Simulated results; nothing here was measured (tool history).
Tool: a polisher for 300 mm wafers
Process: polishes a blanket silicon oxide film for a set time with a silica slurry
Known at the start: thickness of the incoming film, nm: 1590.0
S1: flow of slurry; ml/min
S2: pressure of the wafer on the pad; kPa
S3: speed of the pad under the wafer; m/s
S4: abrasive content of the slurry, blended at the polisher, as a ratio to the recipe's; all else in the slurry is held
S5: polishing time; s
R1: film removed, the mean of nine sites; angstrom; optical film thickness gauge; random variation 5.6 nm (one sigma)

run  hour   S1    S2    S3   S4  S5      R1
  1   0.0  165  34.5  1.54  1.0  92  5312.7
  2   1.1  165  34.5  1.54  0.9  92  5182.8
  3   2.6  175  36.5  1.54  0.9  92  5463.4
  4   7.2  175  38.6  1.54  0.9  92  5645.4
  5  13.7  175  40.7  1.54  0.9  92  5787.7
  6  21.9  180  42.1  1.54  0.9  92  6004.0

The next listed run, before its measurement:
  7  22.9  180  43.4  1.54  0.9  92   ?

R1: 6065.9 angstrom
